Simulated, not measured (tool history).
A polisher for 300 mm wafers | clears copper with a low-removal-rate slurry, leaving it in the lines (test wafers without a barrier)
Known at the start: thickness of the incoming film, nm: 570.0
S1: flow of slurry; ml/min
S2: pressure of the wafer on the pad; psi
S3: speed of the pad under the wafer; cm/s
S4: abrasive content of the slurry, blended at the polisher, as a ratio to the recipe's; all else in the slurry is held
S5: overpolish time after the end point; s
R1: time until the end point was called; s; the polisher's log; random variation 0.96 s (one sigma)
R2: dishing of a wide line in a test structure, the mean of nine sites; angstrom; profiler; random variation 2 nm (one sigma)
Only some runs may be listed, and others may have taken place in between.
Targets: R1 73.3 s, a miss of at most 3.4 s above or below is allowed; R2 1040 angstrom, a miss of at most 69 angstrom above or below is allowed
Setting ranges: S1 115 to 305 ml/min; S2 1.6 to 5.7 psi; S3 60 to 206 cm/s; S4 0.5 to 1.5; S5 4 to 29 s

run,hour,S1,S2,S3,S4,S5,R1,R2
1,0,195,3.6,132,1,15,123.86,483.18
2,4,195,3.6,132,1,9,123.52,303.19
3,8.6,195,3.6,132,1,14,123.93,447.04
4,16.2,210,3.6,132,1,14,119.5,453.87
5,24.2,210,3.8,132,1,15,112.85,515.1
6,26.3,210,3.8,146,1,15,102.39,546.23
7,31.1,210,3.9,146,1,16,101.97,609.73
8,33,215,4,146,1,16,99.58,597.27
9,40.2,215,4.2,146,1,17,92.318,652.61
10,48.8,215,4.3,148,1,18,90.82,702.62
# hour 52.5: slurry nozzle cleaned
11,52.5,215,4.4,150,1,19,81.878,777.54
12,55,215,4.6,150,1,24,75.328,952.83
13,61.1,220,4.6,150,1,25,77.031,982.14

Below are 5 possible settings for the next run. Only one of them brings all results inside the allowed miss of their targets. Which is it?
A,67.2,240,4.4,162,1,26,?,?
B,67.2,270,4.7,146,0.9,20,?,?
C,67.2,190,5.5,148,0.95,18,?,?
D,67.2,275,4.4,132,1.25,24,?,?
E,67.2,255,5.6,116,0.95,22,?,?

move,R1,R2
A,73.606,1023.6
B,76.999,855
C,67.359,886.79
D,84.553,898.29
E,80.69,900.54
A: hits every target within its allowed miss
B: further off than the last run
C: takes the biggest miss from the last run beyond its target
D: further off than the last run
E: further off than the last run
Answer: A
